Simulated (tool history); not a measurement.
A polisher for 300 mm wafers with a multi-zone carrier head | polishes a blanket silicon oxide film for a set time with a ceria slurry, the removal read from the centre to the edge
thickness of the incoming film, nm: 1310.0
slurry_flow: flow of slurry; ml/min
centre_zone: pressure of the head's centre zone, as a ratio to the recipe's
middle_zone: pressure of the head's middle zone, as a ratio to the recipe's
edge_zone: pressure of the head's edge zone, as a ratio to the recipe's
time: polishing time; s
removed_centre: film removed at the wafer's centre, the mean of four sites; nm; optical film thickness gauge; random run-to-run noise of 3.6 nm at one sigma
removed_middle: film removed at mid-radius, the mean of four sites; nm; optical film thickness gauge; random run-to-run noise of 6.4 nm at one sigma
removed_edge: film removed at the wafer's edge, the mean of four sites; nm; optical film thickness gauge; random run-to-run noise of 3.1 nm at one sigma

| run | hour | slurry_flow | centre_zone | middle_zone | edge_zone | time | removed_centre | removed_middle | removed_edge |
|---|---|---|---|---|---|---|---|---|---|
| 1 | 0 | 265 | 1 | 1 | 1 | 62 | 350.64 | 356.8 | 370.41 |
| 2 | 4.3 | 270 | 0.98 | 1.03 | 1.04 | 65 | 362.38 | 379.22 | 395.07 |
| 3 | 6.9 | 275 | 0.96 | 1.06 | 1.06 | 68 | 380.26 | 408.15 | 417.05 |
| 4 | 7.7 | 275 | 1.04 | 1.06 | 1.06 | 68 | 403.89 | 414.62 | 421.99 |
| 5 | 12.8 | 275 | 1.04 | 1 | 1.06 | 68 | 406.39 | 385.67 | 417.79 |
| 6 | 16 | 275 | 1.04 | 0.93 | 1.06 | 68 | 400.85 | 365.02 | 420.67 |
| 7 | 21.4 | 275 | 1 | 0.98 | 1.08 | 70 | 394.76 | 402.58 | 431.43 |
| 8 | 23.2 | 275 | 0.98 | 0.99 | 1.1 | 72 | 400.15 | 419.17 | 447.46 |
| 9 | 32.1 | 280 | 0.96 | 1 | 1.12 | 74 | 402.31 | 420.45 | 463.29 |

Run 10 has not been measured yet. What should we expect?
| 10 | 40.5 | 280 | 0.94 | 1.03 | 1.13 | 75 | ? | ? | ? |

{"run 10": {"removed_centre": 404.88, "removed_middle": 431.89, "removed_edge": 477.54}}
